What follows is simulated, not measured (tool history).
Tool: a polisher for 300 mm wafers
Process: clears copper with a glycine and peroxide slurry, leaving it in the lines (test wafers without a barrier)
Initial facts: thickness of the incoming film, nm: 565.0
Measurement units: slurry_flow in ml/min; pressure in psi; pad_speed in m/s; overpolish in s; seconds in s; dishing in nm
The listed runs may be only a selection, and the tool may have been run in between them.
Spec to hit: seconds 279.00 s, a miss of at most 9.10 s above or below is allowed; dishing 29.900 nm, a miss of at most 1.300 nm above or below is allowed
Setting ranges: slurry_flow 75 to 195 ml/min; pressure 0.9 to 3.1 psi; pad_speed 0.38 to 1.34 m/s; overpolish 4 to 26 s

{"run": 1, "hour": 0.0, "slurry_flow": 125, "pressure": 2.0, "pad_speed": 0.86, "overpolish": 13, "seconds": 172.36, "dishing": 30.473}
{"run": 2, "hour": 5.3, "slurry_flow": 115, "pressure": 1.7, "pad_speed": 0.84, "overpolish": 15, "seconds": 191.76, "dishing": 31.929}
{"run": 3, "hour": 12.6, "slurry_flow": 115, "pressure": 1.7, "pad_speed": 0.84, "overpolish": 10, "seconds": 189.1, "dishing": 22.612}
{"run": 4, "hour": 19.8, "slurry_flow": 115, "pressure": 1.7, "pad_speed": 0.76, "overpolish": 10, "seconds": 203.93, "dishing": 20.991}
{"run": 5, "hour": 27.6, "slurry_flow": 115, "pressure": 1.9, "pad_speed": 0.76, "overpolish": 10, "seconds": 196.76, "dishing": 22.033}
{"run": 6, "hour": 34.9, "slurry_flow": 110, "pressure": 1.6, "pad_speed": 0.74, "overpolish": 13, "seconds": 217.77, "dishing": 25.608}
{"run": 7, "hour": 37.4, "slurry_flow": 105, "pressure": 1.4, "pad_speed": 0.72, "overpolish": 14, "seconds": 233.03, "dishing": 25.881}
{"run": 8, "hour": 41.0, "slurry_flow": 100, "pressure": 1.3, "pad_speed": 0.7, "overpolish": 15, "seconds": 244.55, "dishing": 25.828}
{"run": 9, "hour": 45.7, "slurry_flow": 95, "pressure": 1.2, "pad_speed": 0.7, "overpolish": 16, "seconds": 255.95, "dishing": 26.04}
{"run": 10, "hour": 46.9, "slurry_flow": 95, "pressure": 1.2, "pad_speed": 0.7, "overpolish": 16, "seconds": 257.14, "dishing": 26.879}
{"run": 11, "hour": 49.3, "slurry_flow": 80, "pressure": 1.0, "pad_speed": 0.68, "overpolish": 19, "seconds": 291.43, "dishing": 27.112}
{"run": 12, "hour": 51.6, "slurry_flow": 85, "pressure": 1.0, "pad_speed": 0.68, "overpolish": 19, "seconds": 286.0, "dishing": 27.828}
{"run": 13, "hour": 55.2, "slurry_flow": 90, "pressure": 1.0, "pad_speed": 0.68, "overpolish": 19, "seconds": 279.2, "dishing": 28.158}

Pick the move, out of 4, that brings all results within their allowed miss; only one does.
{"run": "A", "hour": 58.8, "slurry_flow": 95, "pressure": 0.9, "pad_speed": 0.68, "overpolish": 18, "seconds": "?", "dishing": "?"}
{"run": "B", "hour": 58.8, "slurry_flow": 100, "pressure": 1.0, "pad_speed": 0.64, "overpolish": 18, "seconds": "?", "dishing": "?"}
{"run": "C", "hour": 58.8, "slurry_flow": 100, "pressure": 1.1, "pad_speed": 0.66, "overpolish": 17, "seconds": "?", "dishing": "?"}
{"run": "D", "hour": 58.8, "slurry_flow": 85, "pressure": 1.5, "pad_speed": 0.58, "overpolish": 20, "seconds": "?", "dishing": "?"}

move=A seconds=285.81 dishing=26.959
move=B seconds=284.35 dishing=27.155
move=C seconds=272.00 dishing=26.832
move=D seconds=282.33 dishing=29.984
A: moves away from the targets compared with the last run
B: moves away from the targets compared with the last run
C: moves away from the targets compared with the last run
D: hits every target within its allowed miss
Move D is the one to make.

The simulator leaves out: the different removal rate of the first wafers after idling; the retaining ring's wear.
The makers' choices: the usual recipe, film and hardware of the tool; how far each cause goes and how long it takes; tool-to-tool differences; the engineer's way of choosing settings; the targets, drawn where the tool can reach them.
